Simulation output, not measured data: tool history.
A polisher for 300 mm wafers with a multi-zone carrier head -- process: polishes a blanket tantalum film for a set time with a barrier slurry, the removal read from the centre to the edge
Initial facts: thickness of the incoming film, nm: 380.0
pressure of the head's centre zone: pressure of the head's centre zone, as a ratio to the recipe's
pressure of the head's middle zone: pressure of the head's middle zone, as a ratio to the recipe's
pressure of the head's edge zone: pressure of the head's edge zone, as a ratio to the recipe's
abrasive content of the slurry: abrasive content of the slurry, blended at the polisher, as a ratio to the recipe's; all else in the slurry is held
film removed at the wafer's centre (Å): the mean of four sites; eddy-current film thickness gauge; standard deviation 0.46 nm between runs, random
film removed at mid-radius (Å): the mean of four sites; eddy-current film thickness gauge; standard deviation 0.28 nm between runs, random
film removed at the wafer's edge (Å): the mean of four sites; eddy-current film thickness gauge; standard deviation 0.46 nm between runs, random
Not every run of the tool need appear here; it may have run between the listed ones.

run,day,flow of slurry (ml/min),pressure of the head's centre zone,pressure of the head's middle zone,pressure of the head's edge zone,abrasive content of the slurry,polishing time (s),film removed at the wafer's centre (Å),film removed at mid-radius (Å),film removed at the wafer's edge (Å)
1,0.000,230,1.00,1.00,1.00,1.00,36,641.94,633.56,632.37
2,0.321,230,0.96,1.00,1.00,1.00,36,612.85,627.77,634.92
3,0.462,230,0.96,1.00,0.98,0.95,35,580.11,593.41,612.74
4,0.825,230,0.96,1.00,1.05,0.95,35,577.90,594.32,628.25
5,1.050,230,0.97,1.01,1.02,0.90,34,564.12,581.06,590.60
6,1.325,230,1.03,1.01,1.02,0.90,34,581.06,584.62,584.12
7,1.462,230,1.04,1.01,1.00,0.85,34,597.28,578.02,575.43

What does the tool deliver on the next run?
8,1.504,230,1.03,1.01,0.98,0.80,33,?,?,?

Run 8 produced film removed at the wafer's centre (Å) 562.69, film removed at mid-radius (Å) 544.92, film removed at the wafer's edge (Å) 530.32.
